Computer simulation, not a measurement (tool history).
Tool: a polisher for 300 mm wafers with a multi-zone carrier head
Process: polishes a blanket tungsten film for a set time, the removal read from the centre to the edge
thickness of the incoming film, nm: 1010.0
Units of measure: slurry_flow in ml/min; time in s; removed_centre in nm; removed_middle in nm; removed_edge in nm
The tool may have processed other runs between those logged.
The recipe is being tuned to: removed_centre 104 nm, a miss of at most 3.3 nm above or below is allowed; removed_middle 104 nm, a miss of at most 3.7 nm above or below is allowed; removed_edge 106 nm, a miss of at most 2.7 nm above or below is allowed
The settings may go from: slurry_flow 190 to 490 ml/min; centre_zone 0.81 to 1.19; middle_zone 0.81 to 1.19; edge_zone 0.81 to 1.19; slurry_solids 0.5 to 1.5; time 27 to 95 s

run  hour  slurry_flow  centre_zone  middle_zone  edge_zone  slurry_solids  time  removed_centre  removed_middle  removed_edge
  1     0          315            1            1          1              1    61           201.4          201.99        211.44
  2   8.2          365            1            1          1              1    61           205.2          204.69        217.15
  3  10.8          365         0.92            1          1              1    61          189.66          206.82        213.48
  4    12          345         0.92         0.98       0.95            0.9    54          164.71          170.45        177.45
     17.9  -- slurry nozzle cleaned
  5  17.9          325          0.9         0.97       0.92            0.8    50          149.87          164.02        160.32
  6  19.4          290          0.9         0.97       0.92            0.8    50           146.7          159.07        161.11
  7  26.4          370         0.91         0.87       0.84           0.55    33          88.528          94.132        92.724
  8  28.4          370         1.01         0.96       0.94           0.55    32          98.538          93.864        93.936
  9  32.2          370            1         0.98       0.97           0.55    32          94.593          93.907        98.042
 10  37.6          370         1.01            1       0.98            0.6    32          99.818          98.525        99.181
 11  46.5          370         1.01         1.01       0.99            0.6    32          100.47          99.663        99.802
 12  47.6          370         1.01         1.01          1            0.6    32          99.015          98.151        100.64
 13  48.9          370         1.01         1.02       1.01            0.6    32          98.799          98.194        100.84
 14  52.8          370         1.01         1.03       1.02            0.6    32          98.863          99.683        100.31

Which one of the following 5 next-run settings gets every result inside its allowed miss? There is exactly one.
  A  56.7          420         1.13         0.91       1.07            0.8    30               ?               ?             ?
  B  56.7          365         1.06         0.95       1.06           0.55    36               ?               ?             ?
  C  56.7          375         1.11         1.07       1.06           0.75    31               ?               ?             ?
  D  56.7          370         1.07         0.95       1.07           0.75    30               ?               ?             ?
  E  56.7          365         1.03         1.06       1.04            0.5    35               ?               ?             ?

move  removed_centre  removed_middle  removed_edge
   A          114.25          94.894        107.11
   B          114.62          103.91        114.42
   C          112.92          103.95        107.37
   D          105.12          94.389         104.4
   E          105.45          104.22        107.19
A: brings the result that was furthest off to its target, and leaves another outside
B: takes the biggest miss from the last run beyond its target
C: brings the result that was furthest off to its target, and leaves another outside
D: brings the result that was furthest off to its target, and leaves another outside
E: meets every target
E meets every target.
